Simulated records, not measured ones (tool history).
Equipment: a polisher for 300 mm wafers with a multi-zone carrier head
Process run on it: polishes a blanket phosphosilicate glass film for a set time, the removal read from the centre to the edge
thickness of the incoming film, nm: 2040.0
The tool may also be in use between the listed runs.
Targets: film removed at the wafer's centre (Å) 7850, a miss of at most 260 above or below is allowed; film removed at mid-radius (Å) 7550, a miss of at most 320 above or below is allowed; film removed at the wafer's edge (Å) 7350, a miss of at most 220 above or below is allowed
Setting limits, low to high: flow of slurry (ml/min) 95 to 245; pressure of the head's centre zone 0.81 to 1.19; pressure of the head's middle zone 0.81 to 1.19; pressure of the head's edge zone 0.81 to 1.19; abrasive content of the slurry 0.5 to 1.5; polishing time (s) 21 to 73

run,hour,flow of slurry (ml/min),pressure of the head's centre zone,pressure of the head's middle zone,pressure of the head's edge zone,abrasive content of the slurry,polishing time (s),film removed at the wafer's centre (Å),film removed at mid-radius (Å),film removed at the wafer's edge (Å)
1,0,155,1,1,1,1,47,5964.3,6046.6,6089.7
2,7.5,170,1.04,1.03,1.04,1.05,47,6344.1,6440.2,6352.3
3,8.1,180,1.07,1.04,1.06,1.1,47,6820.9,6661,6584.1
4,14.8,180,1.07,1.04,1.06,1,47,6544.1,6477,6304.8
5,23.7,180,1.07,1.04,1.06,0.8,47,5858.4,5850.5,5790.3
6,25.2,180,1.13,1.04,1.06,0.8,47,6352.2,5871.1,5782.9
7,33.1,185,1.13,1.05,1.09,0.9,47,6674.3,6147.6,6142.8
8,37.7,190,1.13,1.07,1.11,1,47,6822.1,6463.9,6418.2
9,41.9,200,1.14,1.08,1.12,1.1,47,7340.3,7209.2,6856.1
10,46.4,210,1.15,1.07,1.14,1.1,47,7427,6957.4,6990
11,49.8,215,1.16,1.08,1.15,1.1,47,7546.4,7025,7007.7
12,56.7,220,1.16,1.09,1.16,1.1,47,7670,7248.6,6973.9

5 next moves are on the table. One of them brings every result within its allowed miss. Which?
A,63.6,205,1.07,1.13,1.19,1.1,49,?,?,?
B,63.6,215,1.19,1.08,1.14,1.1,50,?,?,?
C,63.6,195,1.1,1,1.19,1.2,48,?,?,?
D,63.6,240,1.19,1.16,1.12,1,48,?,?,?
E,63.6,195,1.16,1.09,1.18,0.9,54,?,?,?

move,film removed at the wafer's centre (Å),film removed at mid-radius (Å),film removed at the wafer's edge (Å)
A,7248.7,7705.5,7281.3
B,8288.3,7607.9,7308.4
C,7482.9,6982.1,7349.4
D,7783.4,7580.2,6756.7
E,7921.9,7532.3,7330.1
A: gets the furthest-off result to its target, but another result is out of tolerance
B: gets the furthest-off result to its target, but another result is out of tolerance
C: gets the furthest-off result to its target, but another result is out of tolerance
D: misses by more than the last run did
E: each result inside its tolerance
E meets every target.

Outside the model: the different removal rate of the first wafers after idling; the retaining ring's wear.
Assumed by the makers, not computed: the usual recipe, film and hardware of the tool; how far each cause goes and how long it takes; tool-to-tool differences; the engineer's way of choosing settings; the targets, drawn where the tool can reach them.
